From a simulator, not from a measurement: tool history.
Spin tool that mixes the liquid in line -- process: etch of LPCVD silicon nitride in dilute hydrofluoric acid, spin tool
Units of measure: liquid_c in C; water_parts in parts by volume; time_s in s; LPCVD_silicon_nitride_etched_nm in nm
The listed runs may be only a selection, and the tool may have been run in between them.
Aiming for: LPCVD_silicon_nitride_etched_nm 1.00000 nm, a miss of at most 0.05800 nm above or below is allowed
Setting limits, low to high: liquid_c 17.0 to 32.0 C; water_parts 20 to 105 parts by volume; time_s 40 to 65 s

run	hour	liquid_c	water_parts	time_s	LPCVD_silicon_nitride_etched_nm
1	0.0	24.0	55	65	0.63562
2	2.2	24.0	40	65	0.86856
3	3.5	24.5	40	65	0.90304
4	12.3	25.0	40	65	0.94842
5	18.1	25.0	55	65	0.69058
6	21.4	26.0	55	65	0.71457
7	23.7	27.0	55	65	0.77814
8	32.0	27.5	55	65	0.78420
9	36.8	28.0	55	65	0.84220
10	37.9	28.5	55	65	0.86897

Which single option among these 5 for the next run brings every result within its allowed miss of target? Just one does.
A	39.0	28.0	60	60	?
B	39.0	29.0	60	65	?
C	39.0	27.5	50	55	?
D	39.0	29.5	50	65	?
E	39.0	29.5	40	40	?

move	LPCVD_silicon_nitride_etched_nm
A	0.68568
B	0.79259
C	0.72827
D	0.98060
E	0.75185
A: the biggest miss grows against the last run
B: the biggest miss grows against the last run
C: the biggest miss grows against the last run
D: hits every target within its allowed miss
E: the biggest miss grows against the last run
Go with D: it meets all targets.
